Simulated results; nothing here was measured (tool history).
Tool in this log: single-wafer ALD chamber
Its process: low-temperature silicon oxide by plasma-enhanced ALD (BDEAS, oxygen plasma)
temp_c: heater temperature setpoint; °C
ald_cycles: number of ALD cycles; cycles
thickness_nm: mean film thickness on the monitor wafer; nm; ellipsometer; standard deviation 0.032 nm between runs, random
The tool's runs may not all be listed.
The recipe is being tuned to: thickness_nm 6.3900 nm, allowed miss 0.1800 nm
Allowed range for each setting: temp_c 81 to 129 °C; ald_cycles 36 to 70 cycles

| run | hour | temp_c | ald_cycles | thickness_nm |
|---|---|---|---|---|
| 1 | 0.0 | 105 | 53 | 7.1904 |
| 2 | 7.4 | 105 | 51 | 6.8374 |
| 3 | 12.0 | 109 | 51 | 6.8617 |
| 4 | 14.6 | 117 | 51 | 6.7521 |
| 5 | 19.4 | 117 | 54 | 7.2368 |
| 6 | 20.8 | 117 | 53 | 7.0601 |
| 7 | 24.3 | 117 | 52 | 6.9606 |
| 8 | 26.3 | 117 | 51 | 6.7670 |
| 9 | 33.1 | 117 | 50 | 6.6121 |

Pick the move, out of 5, that brings all results within their allowed miss; only one does.
| A | 39.9 | 117 | 48 | ? |
| B | 39.9 | 118 | 45 | ? |
| C | 39.9 | 122 | 45 | ? |
| D | 39.9 | 129 | 47 | ? |
| E | 39.9 | 114 | 44 | ? |

| move | thickness_nm |
|---|---|
| A | 6.3542 |
| B | 5.9473 |
| C | 5.9084 |
| D | 6.0998 |
| E | 5.8532 |
A: every result lands within tolerance
B: carries the result that was furthest off beyond its target, to the other side
C: carries the result that was furthest off beyond its target, to the other side
D: carries the result that was furthest off beyond its target, to the other side
E: carries the result that was furthest off beyond its target, to the other side
Move A is the one to make.

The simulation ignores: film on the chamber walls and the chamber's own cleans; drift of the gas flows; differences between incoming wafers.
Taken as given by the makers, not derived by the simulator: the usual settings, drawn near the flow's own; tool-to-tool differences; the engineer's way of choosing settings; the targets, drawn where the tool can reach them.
